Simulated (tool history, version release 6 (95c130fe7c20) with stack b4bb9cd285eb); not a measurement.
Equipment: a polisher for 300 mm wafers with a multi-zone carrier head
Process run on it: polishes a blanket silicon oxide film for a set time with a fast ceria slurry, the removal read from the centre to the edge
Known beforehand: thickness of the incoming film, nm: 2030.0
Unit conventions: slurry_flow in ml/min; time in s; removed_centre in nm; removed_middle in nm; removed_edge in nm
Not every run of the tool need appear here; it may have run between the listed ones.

run 1 hour=0 | slurry_flow=320 centre_zone=1 middle_zone=1 edge_zone=1 time=74 | removed_centre=843.48 removed_middle=850.56 removed_edge=863.26
run 2 hour=1.4 | slurry_flow=250 centre_zone=1 middle_zone=1 edge_zone=1 time=74 | removed_centre=821.28 removed_middle=842.72 removed_edge=844.13
run 3 hour=5.7 | slurry_flow=250 centre_zone=1 middle_zone=1 edge_zone=0.95 time=74 | removed_centre=825.44 removed_middle=816.76 removed_edge=819.14
run 4 hour=11.1 | slurry_flow=250 centre_zone=1 middle_zone=1 edge_zone=0.88 time=74 | removed_centre=834.39 removed_middle=823.36 removed_edge=793.24
run 5 hour=17.2 | slurry_flow=245 centre_zone=0.99 middle_zone=0.99 edge_zone=0.87 time=70 | removed_centre=781.3 removed_middle=773.92 removed_edge=754.55
run 6 hour=24 | slurry_flow=245 centre_zone=0.98 middle_zone=0.98 edge_zone=0.87 time=66 | removed_centre=727.04 removed_middle=707.22 removed_edge=702.73
run 7 hour=30 | slurry_flow=245 centre_zone=0.97 middle_zone=0.98 edge_zone=0.86 time=63 | removed_centre=686.78 removed_middle=683.82 removed_edge=673.29
run 8 hour=31.6 | slurry_flow=245 centre_zone=0.96 middle_zone=0.97 edge_zone=0.86 time=60 | removed_centre=654.75 removed_middle=645.79 removed_edge=634.62
run 9 hour=38.6 | slurry_flow=235 centre_zone=0.86 middle_zone=0.87 edge_zone=0.83 time=41 | removed_centre=410.77 removed_middle=399.95 removed_edge=429.2
run 10 hour=39.4 | slurry_flow=325 centre_zone=0.94 middle_zone=0.96 edge_zone=0.93 time=40 | removed_centre=436.53 removed_middle=429.78 removed_edge=446.41

The next listed run, before its measurement:
run 11 hour=46.3 | slurry_flow=325 centre_zone=0.95 middle_zone=0.97 edge_zone=0.94 time=40 | removed_centre=? removed_middle=? removed_edge=?

{"run 11": {"removed_centre": 444.87, "removed_middle": 445.4, "removed_edge": 444.92}}

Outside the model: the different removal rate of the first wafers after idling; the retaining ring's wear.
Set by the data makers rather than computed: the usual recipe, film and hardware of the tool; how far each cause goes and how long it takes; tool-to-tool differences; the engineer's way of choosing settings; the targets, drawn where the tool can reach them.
